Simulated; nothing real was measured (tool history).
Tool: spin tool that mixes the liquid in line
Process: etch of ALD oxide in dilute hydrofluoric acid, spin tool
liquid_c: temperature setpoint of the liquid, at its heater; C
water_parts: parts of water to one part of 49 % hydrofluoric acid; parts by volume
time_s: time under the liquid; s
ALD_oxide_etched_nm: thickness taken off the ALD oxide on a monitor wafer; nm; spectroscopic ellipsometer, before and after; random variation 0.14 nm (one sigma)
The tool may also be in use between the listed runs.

| run | day | liquid_c | water_parts | time_s | ALD_oxide_etched_nm |
|---|---|---|---|---|---|
| 1 | 0 | 26 | 140 | 265 | 20.54 |
| 2 | 0.254 | 26 | 140 | 265 | 20.304 |
| 3 | 0.308 | 26 | 95 | 265 | 31.986 |
| 4 | 0.346 | 24 | 95 | 265 | 29.09 |
| 5 | 0.571 | 23 | 95 | 265 | 28.063 |
| 6 | 0.708 | 22 | 95 | 265 | 27.019 |
| 7 | 1.046 | 21 | 95 | 265 | 26.047 |
| 8 | 1.342 | 20.5 | 95 | 265 | 25.456 |
| 9 | 1.388 | 20 | 95 | 265 | 24.989 |

Forecast run 10:
| 10 | 1.629 | 19.5 | 95 | 265 | ? |

{"run 10": {"ALD_oxide_etched_nm": 24.793}}

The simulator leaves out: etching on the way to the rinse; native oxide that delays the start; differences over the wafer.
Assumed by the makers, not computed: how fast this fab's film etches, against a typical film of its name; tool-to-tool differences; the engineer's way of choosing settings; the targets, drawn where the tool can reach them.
